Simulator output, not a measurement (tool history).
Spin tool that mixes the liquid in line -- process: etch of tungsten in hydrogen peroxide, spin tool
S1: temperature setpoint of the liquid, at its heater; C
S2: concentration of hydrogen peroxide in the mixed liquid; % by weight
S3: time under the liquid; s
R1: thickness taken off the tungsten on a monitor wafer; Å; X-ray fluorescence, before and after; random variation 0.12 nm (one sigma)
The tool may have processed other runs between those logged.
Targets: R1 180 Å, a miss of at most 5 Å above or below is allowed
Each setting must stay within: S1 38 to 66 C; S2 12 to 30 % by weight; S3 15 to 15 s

| run | hour | S1 | S2 | S3 | R1 |
|---|---|---|---|---|---|
| 1 | 0 | 54 | 20.5 | 15 | 204.12 |
| 2 | 8.7 | 53.5 | 20.5 | 15 | 198.34 |
| 3 | 17 | 53.5 | 23.5 | 15 | 213.03 |
| 4 | 24.6 | 53.5 | 23.5 | 15 | 215.09 |
| 5 | 30.1 | 53.5 | 25.5 | 15 | 221.3 |
| 6 | 38 | 52.5 | 25.5 | 15 | 205.98 |
| 7 | 46.5 | 52 | 25.5 | 15 | 202.61 |
| 8 | 53.4 | 51.5 | 25.5 | 15 | 197.38 |
| 9 | 61.3 | 51.5 | 25.5 | 15 | 196.98 |
| 10 | 66 | 49.5 | 25.5 | 15 | 173.8 |

Pick the move, out of 5, that brings all results within their allowed miss; only one does.
| A | 70.7 | 50.5 | 27 | 15 | ? |
| B | 70.7 | 50.5 | 29.5 | 15 | ? |
| C | 70.7 | 51 | 27.5 | 15 | ? |
| D | 70.7 | 50 | 26.5 | 15 | ? |
| E | 70.7 | 51.5 | 25 | 15 | ? |

| move | R1 |
|---|---|
| A | 189.94 |
| B | 198.54 |
| C | 197.61 |
| D | 182.52 |
| E | 194.22 |
A: takes the biggest miss from the last run beyond its target
B: takes the biggest miss from the last run beyond its target
C: takes the biggest miss from the last run beyond its target
D: in spec on every target
E: takes the biggest miss from the last run beyond its target
The move that meets every target is D.
